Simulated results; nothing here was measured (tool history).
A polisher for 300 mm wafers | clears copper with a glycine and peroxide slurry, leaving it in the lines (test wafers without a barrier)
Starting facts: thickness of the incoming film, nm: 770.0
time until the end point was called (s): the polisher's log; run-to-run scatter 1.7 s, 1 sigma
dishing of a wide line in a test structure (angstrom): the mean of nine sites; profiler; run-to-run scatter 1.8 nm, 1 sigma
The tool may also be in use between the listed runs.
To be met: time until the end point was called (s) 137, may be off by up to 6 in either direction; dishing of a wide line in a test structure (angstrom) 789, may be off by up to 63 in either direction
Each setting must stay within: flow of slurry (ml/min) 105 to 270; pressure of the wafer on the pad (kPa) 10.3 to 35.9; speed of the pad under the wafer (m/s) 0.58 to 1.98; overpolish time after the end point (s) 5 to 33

run  hour  flow of slurry (ml/min)  pressure of the wafer on the pad (kPa)  speed of the pad under the wafer (m/s)  overpolish time after the end point (s)  time until the end point was called (s)  dishing of a wide line in a test structure (angstrom)
  1     0                      175                                    22.8                                    1.28                                       17                                   109.92                                                 701.13
  2   3.6                      175                                    22.8                                    1.08                                       17                                   125.06                                                 598.53
  3  10.6                      175                                    22.8                                    1.08                                       15                                   126.01                                                 582.09
  4  18.9                      175                                    22.1                                    1.08                                       17                                   129.76                                                  613.3
  5  24.3                      175                                    22.1                                    1.08                                       18                                   127.74                                                 659.86
  6  33.2                      175                                    21.4                                    1.08                                       19                                   132.71                                                 667.73
  7  38.3                      175                                    21.4                                    1.08                                       20                                   129.97                                                 671.35
  8  44.8                      170                                    19.3                                    1.06                                       27                                   146.36                                                 769.05

4 candidate next runs follow, results not yet known. Just one meets every target within its allowed miss. Identify it.
  A  51.3                      150                                    19.3                                    1.16                                       26                                        ?                                                      ?
  B  51.3                      135                                    25.5                                     0.9                                       32                                        ?                                                      ?
  C  51.3                      195                                    18.6                                    1.14                                       33                                        ?                                                      ?
  D  51.3                      150                                    18.6                                    1.44                                       29                                        ?                                                      ?

move  time until the end point was called (s)  dishing of a wide line in a test structure (angstrom)
   A                                   136.46                                                  812.8
   B                                   136.57                                                 966.99
   C                                   136.58                                                 953.99
   D                                   116.97                                                 959.14
A: in spec on every target
B: meets the target for the result that was furthest off, but another lies outside its allowed miss
C: meets the target for the result that was furthest off, but another lies outside its allowed miss
D: carries the result that was furthest off beyond its target, to the other side
So the answer is move A, the one that meets all the targets.

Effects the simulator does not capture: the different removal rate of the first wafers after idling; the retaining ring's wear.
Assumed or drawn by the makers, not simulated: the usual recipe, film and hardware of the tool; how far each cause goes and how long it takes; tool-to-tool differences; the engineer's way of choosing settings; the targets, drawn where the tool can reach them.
